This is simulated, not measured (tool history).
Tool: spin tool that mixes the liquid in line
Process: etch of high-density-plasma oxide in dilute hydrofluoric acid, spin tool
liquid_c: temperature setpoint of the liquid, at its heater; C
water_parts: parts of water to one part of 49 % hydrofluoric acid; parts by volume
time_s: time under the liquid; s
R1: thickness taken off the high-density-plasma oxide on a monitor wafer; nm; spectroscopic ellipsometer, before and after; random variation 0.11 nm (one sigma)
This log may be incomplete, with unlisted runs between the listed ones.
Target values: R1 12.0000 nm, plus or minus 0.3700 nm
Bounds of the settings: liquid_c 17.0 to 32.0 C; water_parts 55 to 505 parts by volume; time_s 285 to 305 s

{"run": 1, "hour": 0.0, "liquid_c": 24.0, "water_parts": 280, "time_s": 285, "R1": 4.6327}
{"run": 2, "hour": 3.7, "liquid_c": 20.5, "water_parts": 280, "time_s": 285, "R1": 4.0826}
{"run": 3, "hour": 7.4, "liquid_c": 21.5, "water_parts": 260, "time_s": 285, "R1": 4.6701}
{"run": 4, "hour": 14.5, "liquid_c": 22.5, "water_parts": 245, "time_s": 285, "R1": 5.152}
{"run": 5, "hour": 20.7, "liquid_c": 23.5, "water_parts": 230, "time_s": 285, "R1": 5.752}
{"run": 6, "hour": 24.9, "liquid_c": 21.0, "water_parts": 230, "time_s": 285, "R1": 5.3065}
{"run": 7, "hour": 30.0, "liquid_c": 21.0, "water_parts": 230, "time_s": 285, "R1": 5.2874}
{"run": 8, "hour": 30.7, "liquid_c": 22.0, "water_parts": 220, "time_s": 285, "R1": 5.8367}

Next run, 4 choices. One meets every target within its allowed miss, the rest don't. Which?
{"run": "A", "hour": 31.4, "liquid_c": 22.0, "water_parts": 125, "time_s": 305, "R1": "?"}
{"run": "B", "hour": 31.4, "liquid_c": 22.5, "water_parts": 120, "time_s": 305, "R1": "?"}
{"run": "C", "hour": 31.4, "liquid_c": 17.0, "water_parts": 270, "time_s": 300, "R1": "?"}
{"run": "D", "hour": 31.4, "liquid_c": 21.5, "water_parts": 115, "time_s": 305, "R1": "?"}

move=A R1=11.9200
move=B R1=12.7380
move=C R1=3.8763
move=D R1=12.8450
A: all results land within tolerance of their targets
B: carries the result that was furthest off beyond its target, to the other side
C: lands further from the targets than the last run did
D: carries the result that was furthest off beyond its target, to the other side
A is the move that brings every result within its allowed miss.

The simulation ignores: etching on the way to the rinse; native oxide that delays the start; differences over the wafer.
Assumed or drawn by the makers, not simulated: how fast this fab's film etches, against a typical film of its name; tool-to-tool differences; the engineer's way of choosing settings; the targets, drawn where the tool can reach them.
